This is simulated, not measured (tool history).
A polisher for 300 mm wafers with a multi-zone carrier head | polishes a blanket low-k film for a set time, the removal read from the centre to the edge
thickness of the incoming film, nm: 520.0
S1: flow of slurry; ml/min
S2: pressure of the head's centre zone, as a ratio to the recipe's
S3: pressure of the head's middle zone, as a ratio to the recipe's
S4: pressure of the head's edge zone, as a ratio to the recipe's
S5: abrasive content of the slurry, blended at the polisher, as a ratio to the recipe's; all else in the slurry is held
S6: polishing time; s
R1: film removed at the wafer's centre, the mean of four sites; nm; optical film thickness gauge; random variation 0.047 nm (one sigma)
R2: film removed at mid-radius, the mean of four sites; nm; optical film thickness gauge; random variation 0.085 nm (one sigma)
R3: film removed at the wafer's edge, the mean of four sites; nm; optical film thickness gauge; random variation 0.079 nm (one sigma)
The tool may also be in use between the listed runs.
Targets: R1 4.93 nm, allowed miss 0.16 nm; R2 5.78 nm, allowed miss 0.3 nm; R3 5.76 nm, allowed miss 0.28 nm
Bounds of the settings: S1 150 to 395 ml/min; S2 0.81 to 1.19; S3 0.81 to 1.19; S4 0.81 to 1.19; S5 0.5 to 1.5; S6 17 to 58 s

run  hour   S1    S2    S3    S4    S5  S6      R1      R2      R3
  1     0  250     1     1     1     1  37  9.4637  9.4932  9.2049
  2   4.5  240  0.94  0.99  0.99  0.85  34   7.628  7.8992  7.8551
  3  13.2  240  0.94  0.93  0.99  0.85  34  7.5484  7.4827  7.8641
  4  15.2  230  0.89  0.96  0.98  0.75  32  6.2052  6.8133   6.922
  5  20.7  230  0.89  0.96  0.91  0.75  32  6.1407  6.7905  6.5587
  6  24.5  230  0.89  1.03  0.91  0.75  32  6.1522  6.9273  6.6429
  7  31.2  220  0.87     1   0.9   0.7  32  5.7766  6.4357  6.1925
  8  39.7  215  0.85     1  0.91  0.65  32  5.3397  6.3547  5.9935
  9  46.9  205  0.84  0.97  0.92  0.65  32  5.2307  6.0202  5.9679
 10  51.4  195  0.83  0.97  0.92  0.65  32  5.0921  5.8883  6.0337
 11  56.1  190  0.83  0.97   0.9  0.65  32  5.1221   6.106   5.897
 12  57.3  190  0.83  0.95   0.9  0.65  32  5.0919  5.7588  5.7122

4 next moves are on the table. One of them brings every result within its allowed miss. Which?
  A  58.5  195  0.89   0.9  0.88   0.6  30   ?   ?   ?
  B  58.5  190  0.83  1.02  0.85   0.6  31   ?   ?   ?
  C  58.5  210  0.83  0.97  0.93  0.65  30   ?   ?   ?
  D  58.5  150  0.82  0.81  1.05  0.75  30   ?   ?   ?

move      R1      R2      R3
   A  4.8274  5.0837  5.2713
   B  4.6293  5.7903  5.3362
   C   4.819  5.7752  5.7569
   D  4.8365  5.1259  6.3824
A: brings the result that was furthest off to its target, and leaves another outside
B: takes the result that was furthest off past its target
C: meets every target
D: brings the result that was furthest off to its target, and leaves another outside
The right move is C.
